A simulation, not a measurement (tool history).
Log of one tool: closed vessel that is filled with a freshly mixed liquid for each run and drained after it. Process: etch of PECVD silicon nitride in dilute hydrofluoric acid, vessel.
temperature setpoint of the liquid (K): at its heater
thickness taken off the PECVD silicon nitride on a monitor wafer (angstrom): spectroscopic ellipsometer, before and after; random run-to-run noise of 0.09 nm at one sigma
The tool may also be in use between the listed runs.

| run | hour | temperature setpoint of the liquid (K) | parts of water to one part of 49 % hydrofluoric acid (parts by volume) | time in the liquid (s) | thickness taken off the PECVD silicon nitride on a monitor wafer (angstrom) |
|---|---|---|---|---|---|
| 1 | 0 | 298.15 | 265 | 410 | 84.145 |
| 2 | 4.1 | 298.15 | 265 | 270 | 55.771 |
| 3 | 7.3 | 301.15 | 265 | 270 | 67.352 |
| 4 | 16.1 | 301.15 | 215 | 270 | 81.947 |
| 5 | 21 | 297.65 | 215 | 270 | 66.61 |
| 6 | 29 | 297.65 | 170 | 270 | 85.27 |

Run 7 is up next; what results do you expect?
| 7 | 37.5 | 301.65 | 165 | 270 | ? |

thickness taken off the PECVD silicon nitride on a monitor wafer (angstrom): 111.42
